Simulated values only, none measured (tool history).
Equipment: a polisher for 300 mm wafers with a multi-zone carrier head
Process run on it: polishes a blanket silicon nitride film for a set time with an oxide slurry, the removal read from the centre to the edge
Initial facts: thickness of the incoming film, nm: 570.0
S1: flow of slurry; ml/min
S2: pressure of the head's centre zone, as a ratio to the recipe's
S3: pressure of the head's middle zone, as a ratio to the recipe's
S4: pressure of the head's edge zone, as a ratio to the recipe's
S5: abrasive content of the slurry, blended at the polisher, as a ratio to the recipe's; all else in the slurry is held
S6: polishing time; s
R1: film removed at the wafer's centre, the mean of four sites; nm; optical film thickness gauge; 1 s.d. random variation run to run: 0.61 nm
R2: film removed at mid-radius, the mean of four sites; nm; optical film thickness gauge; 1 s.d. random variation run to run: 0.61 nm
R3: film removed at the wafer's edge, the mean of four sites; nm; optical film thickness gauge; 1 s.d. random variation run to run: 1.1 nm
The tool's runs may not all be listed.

Run 1, hour 0.0: S1 210 ml/min, S2 1.00, S3 1.00, S4 1.00, S5 1.00, S6 78 s. Result: R1 48.753 nm, R2 49.444 nm, R3 48.128 nm.
Run 2, hour 4.6: S1 220 ml/min, S2 1.03, S3 1.01, S4 1.05, S5 1.15, S6 80 s. Result: R1 55.875 nm, R2 55.429 nm, R3 52.468 nm.
Run 3, hour 13.1: S1 210 ml/min, S2 1.03, S3 0.98, S4 1.07, S5 1.25, S6 84 s. Result: R1 60.959 nm, R2 59.144 nm, R3 60.419 nm.
Run 4, hour 21.1: S1 210 ml/min, S2 1.05, S3 0.98, S4 1.08, S5 1.30, S6 85 s. Result: R1 63.427 nm, R2 60.414 nm, R3 61.547 nm.
Run 5, hour 25.2: S1 210 ml/min, S2 1.05, S3 0.90, S4 1.08, S5 1.30, S6 85 s. Result: R1 63.032 nm, R2 56.997 nm, R3 61.878 nm.
Run 6, hour 28.8: S1 210 ml/min, S2 1.08, S3 0.90, S4 1.08, S5 1.30, S6 85 s. Result: R1 65.001 nm, R2 57.850 nm, R3 62.874 nm.
Run 7, hour 29.4: S1 215 ml/min, S2 1.09, S3 0.93, S4 1.10, S5 1.35, S6 86 s. Result: R1 69.032 nm, R2 60.727 nm, R3 63.903 nm.
Run 8, hour 37.1: S1 215 ml/min, S2 1.09, S3 0.94, S4 1.11, S5 1.40, S6 87 s. Result: R1 70.551 nm, R2 62.929 nm, R3 66.199 nm.
Run 9, hour 41.3: S1 220 ml/min, S2 1.09, S3 0.95, S4 1.12, S5 1.45, S6 88 s. Result: R1 72.436 nm, R2 65.066 nm, R3 69.347 nm.
Run 10, hour 49.2: S1 230 ml/min, S2 1.10, S3 0.96, S4 1.13, S5 1.45, S6 88 s. Result: R1 73.021 nm, R2 65.549 nm, R3 69.104 nm.
Run 11, hour 54.6: S1 230 ml/min, S2 1.10, S3 0.97, S4 1.13, S5 1.45, S6 89 s. Result: R1 74.083 nm, R2 66.983 nm, R3 68.441 nm.
Run 12, hour 61.5: S1 225 ml/min, S2 1.10, S3 0.97, S4 1.13, S5 1.45, S6 90 s. Result: R1 74.335 nm, R2 67.272 nm, R3 69.724 nm.

Run 13 is up next; what results do you expect?
Run 13, hour 63.1: S1 225 ml/min, S2 1.10, S3 0.97, S4 1.13, S5 1.45, S6 90 s. Result: R1 ?, R2 ?, R3 ?.

{"run 13": {"R1": 75.372, "R2": 67.119, "R3": 70.407}}

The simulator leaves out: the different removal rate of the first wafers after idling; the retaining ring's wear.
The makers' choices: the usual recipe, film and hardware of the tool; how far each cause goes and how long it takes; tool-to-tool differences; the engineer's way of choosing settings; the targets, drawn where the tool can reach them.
